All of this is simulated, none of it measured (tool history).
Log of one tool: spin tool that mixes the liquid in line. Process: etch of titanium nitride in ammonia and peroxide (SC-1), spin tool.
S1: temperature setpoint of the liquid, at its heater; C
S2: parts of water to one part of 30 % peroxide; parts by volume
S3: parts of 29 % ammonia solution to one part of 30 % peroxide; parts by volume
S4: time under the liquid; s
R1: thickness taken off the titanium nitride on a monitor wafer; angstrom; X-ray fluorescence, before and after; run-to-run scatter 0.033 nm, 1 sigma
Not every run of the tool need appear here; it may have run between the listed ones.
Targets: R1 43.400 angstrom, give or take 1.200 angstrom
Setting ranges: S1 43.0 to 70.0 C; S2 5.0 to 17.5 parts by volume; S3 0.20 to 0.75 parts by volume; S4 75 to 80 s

| run | hour | S1 | S2 | S3 | S4 | R1 |
|---|---|---|---|---|---|---|
| 1 | 0.0 | 59.0 | 9.5 | 0.45 | 75 | 79.229 |
| 2 | 3.0 | 63.0 | 9.5 | 0.45 | 75 | 101.810 |
| 3 | 9.1 | 61.0 | 9.5 | 0.45 | 75 | 89.600 |
| 4 | 9.9 | 59.0 | 9.5 | 0.45 | 75 | 79.079 |
| 5 | 10.8 | 59.0 | 9.5 | 0.35 | 75 | 75.321 |
| 6 | 14.4 | 57.5 | 9.5 | 0.35 | 75 | 67.495 |
| 7 | 20.6 | 56.5 | 9.5 | 0.35 | 75 | 64.821 |
| 8 | 21.6 | 49.0 | 9.5 | 0.35 | 75 | 37.823 |
| 9 | 23.9 | 49.5 | 9.5 | 0.35 | 75 | 39.266 |

5 candidate next runs follow, results not yet known. Just one meets every target within its allowed miss. Identify it.
| A | 26.2 | 48.0 | 6.5 | 0.25 | 75 | ? |
| B | 26.2 | 55.0 | 16.5 | 0.50 | 75 | ? |
| C | 26.2 | 47.5 | 9.0 | 0.20 | 80 | ? |
| D | 26.2 | 52.0 | 13.0 | 0.40 | 75 | ? |
| E | 26.2 | 47.0 | 6.5 | 0.40 | 80 | ? |

| move | R1 |
|---|---|
| A | 40.509 |
| B | 45.505 |
| C | 33.828 |
| D | 40.549 |
| E | 43.719 |
A: closer than the last run, but not yet in spec
B: carries the result that was furthest off beyond its target, to the other side
C: its largest miss is bigger than the last run's
D: closer than the last run, but not yet in spec
E: hits every target within its allowed miss
E is the move that brings every result within its allowed miss.

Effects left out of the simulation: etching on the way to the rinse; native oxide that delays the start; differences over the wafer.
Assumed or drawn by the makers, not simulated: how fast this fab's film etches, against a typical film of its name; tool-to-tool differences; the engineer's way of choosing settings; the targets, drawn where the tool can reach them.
